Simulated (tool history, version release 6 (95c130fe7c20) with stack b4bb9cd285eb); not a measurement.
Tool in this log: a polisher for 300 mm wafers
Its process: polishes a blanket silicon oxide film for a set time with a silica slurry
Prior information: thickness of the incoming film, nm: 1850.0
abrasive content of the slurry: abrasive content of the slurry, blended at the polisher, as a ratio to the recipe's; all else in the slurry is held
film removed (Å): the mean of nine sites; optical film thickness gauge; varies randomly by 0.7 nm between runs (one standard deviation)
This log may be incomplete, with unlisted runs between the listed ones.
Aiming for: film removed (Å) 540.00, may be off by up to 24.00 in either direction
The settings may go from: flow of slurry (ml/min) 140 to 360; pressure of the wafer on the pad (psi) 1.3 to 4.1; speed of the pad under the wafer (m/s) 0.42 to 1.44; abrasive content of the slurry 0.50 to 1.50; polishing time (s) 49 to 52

run,hour,flow of slurry (ml/min),pressure of the wafer on the pad (psi),speed of the pad under the wafer (m/s),abrasive content of the slurry,polishing time (s),film removed (Å)
1,0.0,230,2.7,0.92,1.00,49,763.70
2,7.4,230,2.7,0.92,1.00,49,768.18
3,8.2,275,2.7,0.92,1.00,49,748.12
4,11.0,275,2.7,0.92,0.90,49,715.70
5,14.6,275,3.2,0.92,0.90,49,837.31
6,17.2,275,2.9,0.90,0.90,49,757.84
7,25.1,275,2.7,0.90,0.90,49,729.87
8,25.6,275,2.0,0.86,0.90,49,508.80

4 candidate next runs follow, results not yet known. Just one meets every target within its allowed miss. Identify it.
A,26.1,260,2.0,0.90,0.95,49,?
B,26.1,305,2.1,0.90,0.90,52,?
C,26.1,250,1.7,0.82,1.10,52,?
D,26.1,260,1.6,0.96,1.00,51,?

move,film removed (Å)
A,549.13
B,603.78
C,494.37
D,494.80
A: each result inside its tolerance
B: moves the result that the last run missed by most past its target, out the other side
C: its largest miss is bigger than the last run's
D: its largest miss is bigger than the last run's
So the answer is move A, the one that meets all the targets.
